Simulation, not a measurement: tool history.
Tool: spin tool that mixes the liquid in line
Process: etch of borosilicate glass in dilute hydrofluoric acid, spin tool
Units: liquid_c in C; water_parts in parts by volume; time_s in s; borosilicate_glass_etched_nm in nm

run 1 hour=0 | liquid_c=26 water_parts=185 time_s=25 | borosilicate_glass_etched_nm=2.4077
run 2 hour=8.5 | liquid_c=28.5 water_parts=150 time_s=25 | borosilicate_glass_etched_nm=3.3167
run 3 hour=9.8 | liquid_c=30 water_parts=125 time_s=25 | borosilicate_glass_etched_nm=4.3783
run 4 hour=13 | liquid_c=31.5 water_parts=115 time_s=25 | borosilicate_glass_etched_nm=5.1154
run 5 hour=17.8 | liquid_c=32.5 water_parts=110 time_s=25 | borosilicate_glass_etched_nm=5.5681
run 6 hour=25.3 | liquid_c=32.5 water_parts=165 time_s=25 | borosilicate_glass_etched_nm=3.4663
run 7 hour=30.6 | liquid_c=34 water_parts=95 time_s=25 | borosilicate_glass_etched_nm=6.9082
run 8 hour=32.9 | liquid_c=33.5 water_parts=95 time_s=25 | borosilicate_glass_etched_nm=6.8748
run 9 hour=39.5 | liquid_c=33 water_parts=95 time_s=25 | borosilicate_glass_etched_nm=6.8333
run 10 hour=46.9 | liquid_c=32.5 water_parts=95 time_s=25 | borosilicate_glass_etched_nm=6.579

The next listed run, before its measurement:
run 11 hour=47.7 | liquid_c=32 water_parts=95 time_s=25 | borosilicate_glass_etched_nm=?

borosilicate_glass_etched_nm: 6.536 nm
